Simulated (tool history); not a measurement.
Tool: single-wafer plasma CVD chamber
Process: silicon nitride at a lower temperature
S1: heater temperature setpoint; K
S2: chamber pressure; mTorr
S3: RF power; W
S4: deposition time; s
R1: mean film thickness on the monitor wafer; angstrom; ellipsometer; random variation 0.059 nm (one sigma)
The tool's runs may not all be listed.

run 1 day=0.000 | S1=633.15 S2=1320 S3=400 S4=15.9 | R1=189.61
run 2 day=0.208 | S1=623.15 S2=1320 S3=400 S4=15.9 | R1=189.99
run 3 day=0.433 | S1=623.15 S2=1430 S3=425 S4=15.9 | R1=203.48
run 4 day=0.612 | S1=623.15 S2=1650 S3=425 S4=15.9 | R1=214.37
run 5 day=0.800 | S1=623.15 S2=1700 S3=435 S4=15.9 | R1=219.28
run 6 day=1.158 | S1=623.15 S2=1700 S3=435 S4=15.1 | R1=208.96
run 7 day=1.442 | S1=623.15 S2=1730 S3=455 S4=15.2 | R1=216.05

What does the tool deliver on the next run?
-- day=1.546 RF generator calibrated
run 8 day=1.546 | S1=623.15 S2=1750 S3=470 S4=15.3 | R1=?

R1: 230.94 angstrom
